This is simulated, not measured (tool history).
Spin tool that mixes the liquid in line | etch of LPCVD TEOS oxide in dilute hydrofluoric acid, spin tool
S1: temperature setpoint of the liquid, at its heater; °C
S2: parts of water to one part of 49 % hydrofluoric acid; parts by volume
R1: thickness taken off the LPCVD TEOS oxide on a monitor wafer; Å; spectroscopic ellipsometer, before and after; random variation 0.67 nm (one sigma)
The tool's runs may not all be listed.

{"run": 1, "hour": 0.0, "S1": 24.0, "S2": 300, "time under the liquid (s)": 185, "R1": 284.65}
{"run": 2, "hour": 5.1, "S1": 24.0, "S2": 300, "time under the liquid (s)": 195, "R1": 303.91}
{"run": 3, "hour": 10.9, "S1": 24.0, "S2": 300, "time under the liquid (s)": 185, "R1": 287.97}
{"run": 4, "hour": 18.0, "S1": 22.5, "S2": 300, "time under the liquid (s)": 185, "R1": 269.01}
{"run": 5, "hour": 23.0, "S1": 22.5, "S2": 370, "time under the liquid (s)": 185, "R1": 206.47}
{"run": 6, "hour": 27.0, "S1": 24.5, "S2": 310, "time under the liquid (s)": 185, "R1": 279.44}
{"run": 7, "hour": 35.8, "S1": 24.5, "S2": 310, "time under the liquid (s)": 185, "R1": 280.16}
{"run": 8, "hour": 39.3, "S1": 26.0, "S2": 260, "time under the liquid (s)": 185, "R1": 371.34}
{"run": 9, "hour": 44.8, "S1": 27.0, "S2": 225, "time under the liquid (s)": 185, "R1": 456.94}
{"run": 10, "hour": 48.3, "S1": 28.0, "S2": 200, "time under the liquid (s)": 185, "R1": 554.11}

Run 11 comes next. What will it give?
{"run": 11, "hour": 56.1, "S1": 28.5, "S2": 180, "time under the liquid (s)": 185, "R1": "?"}

{"run 11": {"R1": 642.56}}
